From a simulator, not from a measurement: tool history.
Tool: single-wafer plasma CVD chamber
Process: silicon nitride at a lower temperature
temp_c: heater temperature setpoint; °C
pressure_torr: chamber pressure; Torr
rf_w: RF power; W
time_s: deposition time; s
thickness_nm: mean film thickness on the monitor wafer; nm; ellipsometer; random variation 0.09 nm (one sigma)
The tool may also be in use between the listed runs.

{"run": 1, "day": 0.0, "temp_c": 325, "pressure_torr": 1.9, "rf_w": 300, "time_s": 18.7, "thickness_nm": 23.108}
{"run": 2, "day": 0.179, "temp_c": 325, "pressure_torr": 1.9, "rf_w": 270, "time_s": 18.7, "thickness_nm": 21.513}
{"run": 3, "day": 0.3, "temp_c": 325, "pressure_torr": 2.13, "rf_w": 285, "time_s": 18.7, "thickness_nm": 22.941}
{"run": 4, "day": 0.388, "temp_c": 325, "pressure_torr": 2.28, "rf_w": 295, "time_s": 18.7, "thickness_nm": 24.031}
{"run": 5, "day": 0.521, "temp_c": 325, "pressure_torr": 2.28, "rf_w": 260, "time_s": 18.7, "thickness_nm": 22.003}
{"run": 6, "day": 0.779, "temp_c": 325, "pressure_torr": 2.4, "rf_w": 275, "time_s": 18.7, "thickness_nm": 23.189}
{"run": 7, "day": 1.121, "temp_c": 325, "pressure_torr": 2.48, "rf_w": 285, "time_s": 18.7, "thickness_nm": 23.907}

Forecast run 8:
{"run": 8, "day": 1.488, "temp_c": 325, "pressure_torr": 2.53, "rf_w": 295, "time_s": 18.7, "thickness_nm": "?"}

{"run 8": {"thickness_nm": 24.686}}
